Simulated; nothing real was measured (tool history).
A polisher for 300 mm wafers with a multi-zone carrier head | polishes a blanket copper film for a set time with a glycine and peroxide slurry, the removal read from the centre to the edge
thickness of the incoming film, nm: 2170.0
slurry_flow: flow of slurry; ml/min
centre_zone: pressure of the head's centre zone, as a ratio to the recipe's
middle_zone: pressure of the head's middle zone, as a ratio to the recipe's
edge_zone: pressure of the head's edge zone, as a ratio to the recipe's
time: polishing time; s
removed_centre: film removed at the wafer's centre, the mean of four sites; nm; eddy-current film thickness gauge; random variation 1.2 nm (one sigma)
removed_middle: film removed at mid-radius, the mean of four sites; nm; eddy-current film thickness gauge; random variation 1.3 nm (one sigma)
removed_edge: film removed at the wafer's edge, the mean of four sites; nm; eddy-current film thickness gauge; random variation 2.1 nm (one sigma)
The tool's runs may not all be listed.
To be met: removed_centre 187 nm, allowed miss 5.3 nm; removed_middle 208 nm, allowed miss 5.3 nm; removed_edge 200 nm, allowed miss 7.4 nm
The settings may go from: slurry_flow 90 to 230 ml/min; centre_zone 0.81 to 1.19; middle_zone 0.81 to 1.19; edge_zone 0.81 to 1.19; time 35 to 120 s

run 1 hour=0 | slurry_flow=150 centre_zone=1 middle_zone=1 edge_zone=1 time=77 | removed_centre=346.29 removed_middle=358.85 removed_edge=354.59
run 2 hour=1.1 | slurry_flow=145 centre_zone=0.97 middle_zone=0.99 edge_zone=0.96 time=67 | removed_centre=293.39 removed_middle=307.65 removed_edge=309.09
run 3 hour=5.9 | slurry_flow=145 centre_zone=0.96 middle_zone=1 edge_zone=0.93 time=58 | removed_centre=251.93 removed_middle=269.43 removed_edge=263.7
run 4 hour=6.7 | slurry_flow=140 centre_zone=0.95 middle_zone=1 edge_zone=0.9 time=54 | removed_centre=228.92 removed_middle=248.93 removed_edge=240.47
run 5 hour=11.9 | slurry_flow=130 centre_zone=0.94 middle_zone=0.99 edge_zone=0.88 time=52 | removed_centre=214.86 removed_middle=235.99 removed_edge=227.31
run 6 hour=17.9 | slurry_flow=150 centre_zone=0.94 middle_zone=0.99 edge_zone=0.88 time=52 | removed_centre=220.61 removed_middle=238.93 removed_edge=226.04
run 7 hour=21.3 | slurry_flow=150 centre_zone=0.91 middle_zone=0.97 edge_zone=0.86 time=52 | removed_centre=212.5 removed_middle=235.62 removed_edge=227
run 8 hour=22.1 | slurry_flow=145 centre_zone=0.91 middle_zone=0.97 edge_zone=0.85 time=51 | removed_centre=210.47 removed_middle=230.26 removed_edge=225.21
run 9 hour=25.5 | slurry_flow=140 centre_zone=0.89 middle_zone=0.98 edge_zone=0.81 time=41 | removed_centre=163.76 removed_middle=185.01 removed_edge=173.98
run 10 hour=27.1 | slurry_flow=155 centre_zone=0.89 middle_zone=0.98 edge_zone=0.83 time=41 | removed_centre=165.53 removed_middle=188.94 removed_edge=181.24
run 11 hour=32.5 | slurry_flow=155 centre_zone=0.91 middle_zone=0.99 edge_zone=0.86 time=41 | removed_centre=171.61 removed_middle=190.15 removed_edge=182.16
run 12 hour=38.5 | slurry_flow=150 centre_zone=0.92 middle_zone=1 edge_zone=0.88 time=42 | removed_centre=173.75 removed_middle=194.17 removed_edge=188.48
run 13 hour=40.5 | slurry_flow=150 centre_zone=0.93 middle_zone=1.01 edge_zone=0.89 time=43 | removed_centre=182.84 removed_middle=199.57 removed_edge=196.01
run 14 hour=47.7 | slurry_flow=150 centre_zone=0.93 middle_zone=1.01 edge_zone=0.89 time=43 | removed_centre=180.86 removed_middle=203.66 removed_edge=190.98
run 15 hour=52.9 | slurry_flow=150 centre_zone=0.93 middle_zone=1.01 edge_zone=0.9 time=43 | removed_centre=181.54 removed_middle=198.47 removed_edge=190.29

5 next moves are on the table. One of them brings every result within its allowed miss. Which?
run A hour=58.1 | slurry_flow=155 centre_zone=0.94 middle_zone=1.02 edge_zone=0.94 time=44 | removed_centre=? removed_middle=? removed_edge=?
run B hour=58.1 | slurry_flow=155 centre_zone=0.93 middle_zone=1.19 edge_zone=0.81 time=40 | removed_centre=? removed_middle=? removed_edge=?
run C hour=58.1 | slurry_flow=145 centre_zone=0.84 middle_zone=0.93 edge_zone=0.86 time=46 | removed_centre=? removed_middle=? removed_edge=?
run D hour=58.1 | slurry_flow=95 centre_zone=1.07 middle_zone=1 edge_zone=0.96 time=42 | removed_centre=? removed_middle=? removed_edge=?
run E hour=58.1 | slurry_flow=155 centre_zone=1 middle_zone=1 edge_zone=0.88 time=41 | removed_centre=? removed_middle=? removed_edge=?

move=A removed_centre=187.89 removed_middle=208.15 removed_edge=199.11
move=B removed_centre=169.17 removed_middle=215.26 removed_edge=170.05
move=C removed_centre=173.48 removed_middle=200.11 removed_edge=199.63
move=D removed_centre=188.48 removed_middle=181.99 removed_edge=182.49
move=E removed_centre=186.32 removed_middle=190.78 removed_edge=180.59
A: meets every target
B: takes the result that was furthest off past its target
C: further off than the last run
D: further off than the last run
E: further off than the last run
Move A is the one to make.

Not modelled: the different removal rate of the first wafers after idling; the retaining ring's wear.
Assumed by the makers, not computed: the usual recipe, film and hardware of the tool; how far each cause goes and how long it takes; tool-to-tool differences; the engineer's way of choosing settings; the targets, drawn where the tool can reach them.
